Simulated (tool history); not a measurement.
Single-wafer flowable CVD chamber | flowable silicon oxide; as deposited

| run | hour | heater temperature setpoint (°C) | chamber pressure (Torr) | RF power (W) | deposition time (s) | mean film thickness on the monitor wafer (angstrom) |
|---|---|---|---|---|---|---|
| 1 | 0 | 90 | 0.877 | 1590 | 361 | 3211.4 |
| 2 | 9 | 90 | 0.877 | 1590 | 344 | 3090.3 |
| 3 | 15.8 | 90 | 0.877 | 1515 | 344 | 3024.2 |
| 4 | 24.4 | 93 | 0.877 | 1515 | 344 | 2799.3 |
| 5 | 33.2 | 95 | 0.877 | 1515 | 344 | 2622.6 |
| 6 | 36.8 | 97 | 0.877 | 1515 | 344 | 2484.5 |
| 7 | 44.6 | 98 | 0.877 | 1515 | 344 | 2398.7 |
| 8 | 46 | 99 | 0.877 | 1515 | 344 | 2333 |

The next listed run, before its measurement:
| 9 | 51.2 | 100 | 0.877 | 1515 | 344 | ? |

Run 9 gave mean film thickness on the monitor wafer (angstrom) 2269.1.
